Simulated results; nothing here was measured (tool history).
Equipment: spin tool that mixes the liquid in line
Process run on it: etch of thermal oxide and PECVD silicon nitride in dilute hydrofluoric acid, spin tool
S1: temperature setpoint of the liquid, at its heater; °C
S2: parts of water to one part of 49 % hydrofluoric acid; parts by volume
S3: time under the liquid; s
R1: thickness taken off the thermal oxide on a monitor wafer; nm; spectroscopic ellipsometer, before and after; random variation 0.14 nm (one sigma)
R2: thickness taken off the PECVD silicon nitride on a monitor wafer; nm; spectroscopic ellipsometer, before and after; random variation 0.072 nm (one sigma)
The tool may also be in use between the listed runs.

{"run": 1, "hour": 0.0, "S1": 24, "S2": 125, "S3": 180, "R1": 7.0325, "R2": 6.3426}
{"run": 2, "hour": 5.4, "S1": 25, "S2": 100, "S3": 175, "R1": 9.0636, "R2": 8.2794}
{"run": 3, "hour": 7.8, "S1": 25, "S2": 135, "S3": 175, "R1": 6.5322, "R2": 6.1244}
{"run": 4, "hour": 8.8, "S1": 25.5, "S2": 110, "S3": 170, "R1": 8.1424, "R2": 7.5399}
{"run": 5, "hour": 12.8, "S1": 25.5, "S2": 85, "S3": 170, "R1": 10.693, "R2": 9.7855}
{"run": 6, "hour": 20.7, "S1": 25.5, "S2": 75, "S3": 165, "R1": 12.04, "R2": 10.627}
{"run": 7, "hour": 24.9, "S1": 26, "S2": 65, "S3": 160, "R1": 13.861, "R2": 12.44}
{"run": 8, "hour": 27.7, "S1": 26, "S2": 65, "S3": 160, "R1": 13.86, "R2": 12.429}
{"run": 9, "hour": 30.9, "S1": 26, "S2": 60, "S3": 160, "R1": 15.239, "R2": 13.352}
{"run": 10, "hour": 34.7, "S1": 26, "S2": 55, "S3": 155, "R1": 16.071, "R2": 14.154}
{"run": 11, "hour": 39.0, "S1": 26, "S2": 50, "S3": 155, "R1": 17.821, "R2": 15.594}
{"run": 12, "hour": 46.1, "S1": 25.5, "S2": 50, "S3": 155, "R1": 17.731, "R2": 15.056}
{"run": 13, "hour": 49.9, "S1": 26, "S2": 55, "S3": 155, "R1": 16.122, "R2": 14.088}
{"run": 14, "hour": 51.1, "S1": 26, "S2": 50, "S3": 155, "R1": 17.964, "R2": 15.486}
{"run": 15, "hour": 52.2, "S1": 26, "S2": 55, "S3": 155, "R1": 16.045, "R2": 14.177}
{"run": 16, "hour": 54.0, "S1": 25.5, "S2": 50, "S3": 155, "R1": 17.875, "R2": 15.015}
{"run": 17, "hour": 57.1, "S1": 26, "S2": 50, "S3": 155, "R1": 17.913, "R2": 15.405}
{"run": 18, "hour": 60.5, "S1": 26, "S2": 55, "S3": 155, "R1": 16.081, "R2": 14.19}
{"run": 19, "hour": 63.9, "S1": 26, "S2": 50, "S3": 155, "R1": 17.655, "R2": 15.476}
{"run": 20, "hour": 71.8, "S1": 25.5, "S2": 50, "S3": 155, "R1": 17.541, "R2": 14.995}
{"run": 21, "hour": 78.4, "S1": 25.5, "S2": 55, "S3": 155, "R1": 15.816, "R2": 13.612}
{"run": 22, "hour": 82.0, "S1": 25.5, "S2": 50, "S3": 155, "R1": 17.414, "R2": 15.098}
{"run": 23, "hour": 87.5, "S1": 25, "S2": 55, "S3": 155, "R1": 15.705, "R2": 13.317}

The next listed run, before its measurement:
{"run": 24, "hour": 95.3, "S1": 25.5, "S2": 50, "S3": 155, "R1": "?", "R2": "?"}

R1: 17.485 nm
R2: 14.968 nm

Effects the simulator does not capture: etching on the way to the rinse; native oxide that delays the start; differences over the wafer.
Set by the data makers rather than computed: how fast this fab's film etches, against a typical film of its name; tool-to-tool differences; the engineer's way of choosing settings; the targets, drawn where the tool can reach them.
